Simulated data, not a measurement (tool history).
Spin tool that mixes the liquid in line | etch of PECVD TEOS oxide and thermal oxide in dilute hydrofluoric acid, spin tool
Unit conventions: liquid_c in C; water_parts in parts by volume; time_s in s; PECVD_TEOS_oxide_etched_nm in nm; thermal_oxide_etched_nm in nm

run    day  liquid_c  water_parts  time_s  PECVD_TEOS_oxide_etched_nm  thermal_oxide_etched_nm
  1  0.000      25.0          105     100                      19.515                   4.4227
  2  0.067      26.0           90     100                      24.084                   5.5123
  3  0.138      27.0           80     100                      28.488                   6.6067
  4  0.333      27.0           65     100                      35.841                   8.3213
  5  0.400      28.0           60     100                      41.120                   9.2649
  6  0.671      28.0           60      70                      28.332                   6.4838
  7  0.929      29.0           55      75                      35.228                   7.9359
  8  0.962      29.5           50      75                      38.938                   8.9934
  9  1.100      30.0           45      75                      44.953                  10.3590
 10  1.183      30.5           45      75                      45.762                  10.5320
 11  1.242      31.0           40      75                      52.991                  12.3370
 12  1.383      31.5           40      75                      53.909                  12.5160
 13  1.454      31.5           40      75                      53.803                  12.4370
 14  1.583      32.5           35      75                      64.163                  14.7590

For run 15, what comes out?
 15  1.688      33.0           35      75                           ?                        ?

Run 15 produced PECVD_TEOS_oxide_etched_nm 65.983 nm, thermal_oxide_etched_nm 15.1670 nm.
